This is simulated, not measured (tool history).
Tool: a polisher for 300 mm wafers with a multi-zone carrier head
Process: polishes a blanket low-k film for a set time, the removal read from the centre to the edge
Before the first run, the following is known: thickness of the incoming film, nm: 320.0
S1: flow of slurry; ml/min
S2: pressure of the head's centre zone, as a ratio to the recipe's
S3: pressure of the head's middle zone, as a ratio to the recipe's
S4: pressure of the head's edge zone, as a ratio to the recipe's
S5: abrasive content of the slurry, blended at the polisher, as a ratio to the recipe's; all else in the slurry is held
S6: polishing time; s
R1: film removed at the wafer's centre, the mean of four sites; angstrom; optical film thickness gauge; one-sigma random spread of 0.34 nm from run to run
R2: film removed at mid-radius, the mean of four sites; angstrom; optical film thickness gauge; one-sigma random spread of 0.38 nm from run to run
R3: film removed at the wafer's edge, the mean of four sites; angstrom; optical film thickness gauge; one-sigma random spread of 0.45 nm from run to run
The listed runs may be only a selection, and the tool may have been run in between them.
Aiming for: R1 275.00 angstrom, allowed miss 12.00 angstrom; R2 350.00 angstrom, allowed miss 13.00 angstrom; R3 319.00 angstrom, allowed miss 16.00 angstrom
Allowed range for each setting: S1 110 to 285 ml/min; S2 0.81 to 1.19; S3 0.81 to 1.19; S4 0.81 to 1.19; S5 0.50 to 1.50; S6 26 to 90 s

| run | hour | S1 | S2 | S3 | S4 | S5 | S6 | R1 | R2 | R3 |
|---|---|---|---|---|---|---|---|---|---|---|
| 1 | 0.0 | 180 | 1.00 | 1.00 | 1.00 | 1.00 | 58 | 229.09 | 238.89 | 239.38 |
| 2 | 1.6 | 180 | 1.00 | 1.00 | 1.00 | 1.00 | 63 | 249.05 | 260.13 | 258.29 |
| 3 | 10.3 | 180 | 1.00 | 1.00 | 1.00 | 1.20 | 63 | 277.85 | 276.14 | 284.77 |
| 4 | 13.4 | 190 | 0.97 | 1.05 | 1.02 | 1.20 | 63 | 268.57 | 291.29 | 273.74 |
| 5 | 19.9 | 190 | 0.97 | 1.05 | 1.02 | 1.40 | 63 | 286.57 | 312.36 | 298.96 |
| 6 | 24.0 | 190 | 0.97 | 1.10 | 1.02 | 1.40 | 63 | 282.25 | 317.26 | 301.14 |
| 7 | 28.5 | 190 | 0.95 | 1.12 | 1.03 | 1.45 | 63 | 284.96 | 336.90 | 298.92 |
| 8 | 29.9 | 180 | 0.93 | 1.11 | 1.06 | 1.45 | 64 | 282.76 | 329.81 | 301.54 |
| 9 | 31.1 | 180 | 0.90 | 1.10 | 1.07 | 1.45 | 65 | 279.50 | 334.80 | 314.43 |

Pick the move, out of 4, that brings all results within their allowed miss; only one does.
| A | 32.3 | 130 | 0.83 | 1.05 | 1.12 | 1.45 | 69 | ? | ? | ? |
| B | 32.3 | 260 | 0.83 | 1.09 | 1.02 | 1.35 | 66 | ? | ? | ? |
| C | 32.3 | 160 | 0.81 | 0.96 | 1.14 | 1.50 | 70 | ? | ? | ? |
| D | 32.3 | 125 | 0.81 | 1.06 | 1.14 | 1.50 | 75 | ? | ? | ? |

| move | R1 | R2 | R3 |
|---|---|---|---|
| A | 253.87 | 318.34 | 322.18 |
| B | 271.56 | 346.43 | 319.31 |
| C | 269.59 | 317.68 | 344.41 |
| D | 270.80 | 349.33 | 353.67 |
A: misses by more than the last run did
B: all results in spec
C: misses by more than the last run did
D: corrects the largest miss of the last run, while another result sits out of spec
Correct choice: B, which meets every target

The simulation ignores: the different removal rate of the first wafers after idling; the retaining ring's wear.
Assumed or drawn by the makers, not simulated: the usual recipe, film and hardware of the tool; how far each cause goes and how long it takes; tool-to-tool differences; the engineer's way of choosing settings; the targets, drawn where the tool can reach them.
